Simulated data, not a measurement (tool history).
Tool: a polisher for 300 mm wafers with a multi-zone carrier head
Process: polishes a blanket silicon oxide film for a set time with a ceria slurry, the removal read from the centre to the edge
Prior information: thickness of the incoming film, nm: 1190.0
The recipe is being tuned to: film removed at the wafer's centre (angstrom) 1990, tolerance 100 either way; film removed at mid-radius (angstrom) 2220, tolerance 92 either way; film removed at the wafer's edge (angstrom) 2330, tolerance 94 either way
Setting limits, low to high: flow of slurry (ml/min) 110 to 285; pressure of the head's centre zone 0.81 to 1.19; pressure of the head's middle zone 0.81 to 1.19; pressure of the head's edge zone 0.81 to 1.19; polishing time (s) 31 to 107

run  hour  flow of slurry (ml/min)  pressure of the head's centre zone  pressure of the head's middle zone  pressure of the head's edge zone  polishing time (s)  film removed at the wafer's centre (angstrom)  film removed at mid-radius (angstrom)  film removed at the wafer's edge (angstrom)
  1     0                      180                                   1                                   1                                 1                  69                                         2459.9                                 2467.6                                       2401.5
  2   6.4                      180                                0.91                                   1                                 1                  69                                         2218.7                                 2460.5                                       2413.7
  3   8.9                      150                                0.91                                   1                                 1                  69                                         2156.8                                 2366.9                                       2319.1
  4  12.9                      150                                0.91                                   1                              1.07                  69                                         2118.2                                 2426.2                                       2476.6
  5  14.7                      150                                0.84                                   1                              1.07                  69                                           2002                                 2379.3                                       2456.2
  6  20.5                      150                                0.89                                   1                              1.07                  69                                         2053.7                                 2433.1                                       2427.3
  7  29.2                      145                                0.89                                0.98                              1.06                  69                                         2131.2                                 2405.2                                       2379.1
  8  30.6                      160                                0.88                                0.96                              1.08                  67                                         2065.8                                 2311.4                                       2399.7

4 next moves are on the table. One of them brings every result within its allowed miss. Which?
  A    32                      145                                0.86                                0.89                              1.02                  68                                              ?                                      ?                                            ?
  B    32                      170                                0.83                                1.08                              0.94                  65                                              ?                                      ?                                            ?
  C    32                      135                                0.84                                1.05                              1.06                  72                                              ?                                      ?                                            ?
  D    32                      175                                0.81                                0.85                              1.03                  71                                              ?                                      ?                                            ?

move  film removed at the wafer's centre (angstrom)  film removed at mid-radius (angstrom)  film removed at the wafer's edge (angstrom)
   A                                         2033.8                                 2220.2                                       2375.4
   B                                         1919.7                                 2391.1                                         2212
   C                                         2082.3                                 2533.3                                       2542.7
   D                                         2051.9                                 2321.6                                       2535.7
A: every result within its allowed miss
B: its largest miss is bigger than the last run's
C: its largest miss is bigger than the last run's
D: its largest miss is bigger than the last run's
A is the move that brings every result within its allowed miss.
